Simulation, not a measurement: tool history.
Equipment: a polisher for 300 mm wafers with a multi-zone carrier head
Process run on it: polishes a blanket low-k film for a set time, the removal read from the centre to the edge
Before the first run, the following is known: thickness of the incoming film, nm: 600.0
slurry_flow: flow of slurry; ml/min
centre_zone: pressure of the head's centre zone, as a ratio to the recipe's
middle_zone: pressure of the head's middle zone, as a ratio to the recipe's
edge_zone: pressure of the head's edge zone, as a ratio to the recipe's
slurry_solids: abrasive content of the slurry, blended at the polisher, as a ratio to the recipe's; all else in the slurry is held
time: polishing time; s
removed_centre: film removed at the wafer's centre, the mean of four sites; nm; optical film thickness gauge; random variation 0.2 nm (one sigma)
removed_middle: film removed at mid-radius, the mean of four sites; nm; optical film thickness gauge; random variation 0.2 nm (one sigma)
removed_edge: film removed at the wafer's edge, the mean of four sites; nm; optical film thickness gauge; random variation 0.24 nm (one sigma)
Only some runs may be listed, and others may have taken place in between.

| run | hour | slurry_flow | centre_zone | middle_zone | edge_zone | slurry_solids | time | removed_centre | removed_middle | removed_edge |
|---|---|---|---|---|---|---|---|---|---|---|
| 1 | 0.0 | 135 | 1.00 | 1.00 | 1.00 | 1.00 | 51 | 13.931 | 13.258 | 13.770 |
| 2 | 1.4 | 145 | 1.04 | 1.01 | 1.02 | 1.05 | 51 | 14.525 | 14.140 | 13.711 |
| 3 | 2.3 | 145 | 1.06 | 0.97 | 1.01 | 1.15 | 52 | 15.650 | 14.014 | 14.568 |
| 4 | 10.1 | 145 | 1.06 | 0.97 | 1.06 | 1.15 | 52 | 15.678 | 14.490 | 14.843 |
| 5 | 14.9 | 150 | 1.09 | 0.96 | 1.06 | 1.25 | 52 | 16.692 | 14.566 | 15.481 |
| 6 | 16.2 | 150 | 1.09 | 0.96 | 1.06 | 1.40 | 52 | 16.940 | 15.395 | 16.126 |
| 7 | 18.6 | 160 | 1.11 | 0.96 | 1.06 | 1.40 | 52 | 17.925 | 15.218 | 16.477 |
| 8 | 26.1 | 195 | 1.15 | 1.05 | 1.01 | 1.40 | 52 | 19.216 | 16.905 | 16.530 |

What does the tool deliver on the next run?
| 9 | 33.5 | 195 | 1.16 | 1.04 | 1.02 | 1.40 | 52 | ? | ? | ? |

Run 9 yielded removed_centre 19.232 nm, removed_middle 17.009 nm, removed_edge 16.321 nm.

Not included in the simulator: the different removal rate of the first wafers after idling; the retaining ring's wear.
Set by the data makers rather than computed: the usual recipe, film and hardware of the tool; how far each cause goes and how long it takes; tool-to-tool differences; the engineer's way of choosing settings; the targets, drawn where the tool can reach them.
